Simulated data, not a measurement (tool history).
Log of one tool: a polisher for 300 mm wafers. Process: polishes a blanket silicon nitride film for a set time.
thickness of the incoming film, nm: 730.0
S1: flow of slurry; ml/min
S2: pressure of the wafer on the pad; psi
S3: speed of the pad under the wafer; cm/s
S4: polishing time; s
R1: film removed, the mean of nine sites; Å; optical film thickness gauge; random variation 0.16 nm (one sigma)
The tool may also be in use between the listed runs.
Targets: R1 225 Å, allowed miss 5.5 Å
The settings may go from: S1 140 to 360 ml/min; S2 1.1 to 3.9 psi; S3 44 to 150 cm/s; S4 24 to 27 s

run	hour	S1	S2	S3	S4	R1
1	0	230	2.5	96	27	338.94
2	3.2	225	2.2	96	27	310.89
3	11.6	225	2.2	96	24	275.78
4	15.5	220	2	96	24	254.74
5	19.8	215	1.9	96	24	246.78
6	22.1	215	1.9	78	24	208.75
7	23.8	225	2	78	24	217.26
8	32.5	230	2	78	24	217
# hour 36.5: worn pad replaced by a new one
9	36.5	230	2.1	78	24	246.49
10	39.4	215	2.1	78	24	247.77
11	46.3	225	2.1	78	24	244.74
12	54.9	225	2	78	24	236.96
13	57.5	215	2	78	24	236.55

4 next moves are on the table. One of them brings every result within its allowed miss. Which?
A	60.1	185	1.9	78	25	?
B	60.1	205	1.9	82	24	?
C	60.1	240	2.4	52	27	?
D	60.1	210	1.5	90	27	?

move	R1
A	234.11
B	236.17
C	222.9
D	243.02
A: nearer than the last run, and not there yet
B: as far off as the last run
C: meets every target
D: further off than the last run
Move C is the one to make.
